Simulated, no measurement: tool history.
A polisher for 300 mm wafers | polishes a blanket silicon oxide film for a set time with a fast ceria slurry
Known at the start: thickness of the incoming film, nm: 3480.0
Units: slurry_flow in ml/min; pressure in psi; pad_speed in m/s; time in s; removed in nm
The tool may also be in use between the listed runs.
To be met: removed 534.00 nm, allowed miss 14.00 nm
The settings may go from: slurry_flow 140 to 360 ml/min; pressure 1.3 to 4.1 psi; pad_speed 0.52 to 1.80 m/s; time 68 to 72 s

run,hour,slurry_flow,pressure,pad_speed,time,removed
1,0.0,230,2.7,1.16,68,969.73
2,6.2,230,2.4,1.16,68,890.57
3,15.0,230,2.4,1.06,68,828.35
4,18.9,195,2.4,1.06,68,802.78
5,26.3,195,2.4,1.28,68,959.21
6,30.5,190,2.2,1.24,68,875.09
7,33.7,190,2.1,1.20,68,823.12
8,34.4,190,2.0,1.16,68,782.33
9,37.2,185,1.9,1.12,68,737.63
10,44.2,185,1.9,1.12,68,731.07
11,50.0,185,1.8,1.10,68,705.54
12,50.7,185,1.7,1.08,68,674.45

Which of these 4 next moves meets every target?
A,51.4,170,1.5,0.98,68,?
B,51.4,140,2.8,1.20,70,?
C,51.4,190,2.1,1.30,72,?
D,51.4,205,2.1,0.62,72,?

move,removed
A,569.52
B,979.75
C,932.51
D,528.01
A: nearer than the last run, and not there yet
B: further off than the last run
C: further off than the last run
D: meets every target
The right move is D.

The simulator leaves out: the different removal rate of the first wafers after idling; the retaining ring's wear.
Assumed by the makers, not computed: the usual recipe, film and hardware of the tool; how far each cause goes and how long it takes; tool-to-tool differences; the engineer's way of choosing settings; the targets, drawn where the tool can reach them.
